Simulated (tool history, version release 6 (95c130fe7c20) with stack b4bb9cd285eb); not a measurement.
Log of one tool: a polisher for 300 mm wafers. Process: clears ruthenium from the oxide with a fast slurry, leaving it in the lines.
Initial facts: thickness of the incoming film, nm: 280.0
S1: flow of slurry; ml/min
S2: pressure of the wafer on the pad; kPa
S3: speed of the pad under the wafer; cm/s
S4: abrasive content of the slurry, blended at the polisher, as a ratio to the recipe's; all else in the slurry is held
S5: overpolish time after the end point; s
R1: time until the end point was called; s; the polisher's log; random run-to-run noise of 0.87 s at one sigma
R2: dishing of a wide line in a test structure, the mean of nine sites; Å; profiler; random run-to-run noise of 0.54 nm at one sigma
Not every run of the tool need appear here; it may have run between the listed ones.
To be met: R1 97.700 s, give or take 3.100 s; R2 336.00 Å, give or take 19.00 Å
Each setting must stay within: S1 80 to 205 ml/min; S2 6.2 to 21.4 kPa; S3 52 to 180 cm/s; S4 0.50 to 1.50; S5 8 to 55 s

run	hour	S1	S2	S3	S4	S5	R1	R2
1	0.0	135	13.8	116	1.00	28	79.045	484.05
2	7.5	130	13.1	116	1.00	24	84.644	423.17
3	9.8	125	13.1	116	1.00	22	83.805	393.81
4	18.3	125	13.1	140	1.00	22	71.516	450.15
5	21.6	125	13.1	140	1.00	15	71.378	362.37
6	24.3	125	13.1	168	1.00	15	59.987	390.93
7	31.7	120	11.7	168	1.00	15	66.602	383.94
8	33.1	115	10.3	168	1.00	15	75.990	351.32
9	36.6	110	9.7	168	1.00	16	82.711	356.03
10	37.2	105	9.7	168	1.00	16	82.626	348.92
11	45.8	100	6.9	168	1.00	19	114.290	306.54
12	54.9	110	6.9	168	1.00	19	113.530	308.51
13	61.7	110	7.6	168	1.00	19	103.440	333.71
14	68.8	115	7.6	168	1.00	19	103.220	337.29
15	76.1	115	7.6	168	1.00	18	102.240	322.36
16	80.2	130	8.3	168	1.00	20	92.317	372.48
17	88.5	125	8.3	168	1.00	20	92.628	378.79
18	95.2	120	8.3	168	1.00	20	92.492	363.27
19	97.7	115	8.3	168	1.00	20	95.063	367.73

Pick the move, out of 5, that brings all results within their allowed miss; only one does.
A	100.2	140	8.3	178	0.90	14	?	?
B	100.2	135	9.7	150	0.95	13	?	?
C	100.2	130	8.3	158	1.00	18	?	?
D	100.2	115	9.0	174	0.85	17	?	?
E	100.2	120	8.3	170	0.85	15	?	?

move	R1	R2
A	88.383	288.84
B	88.276	274.57
C	95.973	322.97
D	89.097	326.51
E	97.457	283.18
A: the result that was furthest off in the last run now lies on the other side of its target
B: the result that was furthest off in the last run now lies on the other side of its target
C: each result inside its tolerance
D: corrects the largest miss of the last run, while another result sits out of spec
E: the result that was furthest off in the last run now lies on the other side of its target
C is the move that brings every result within its allowed miss.
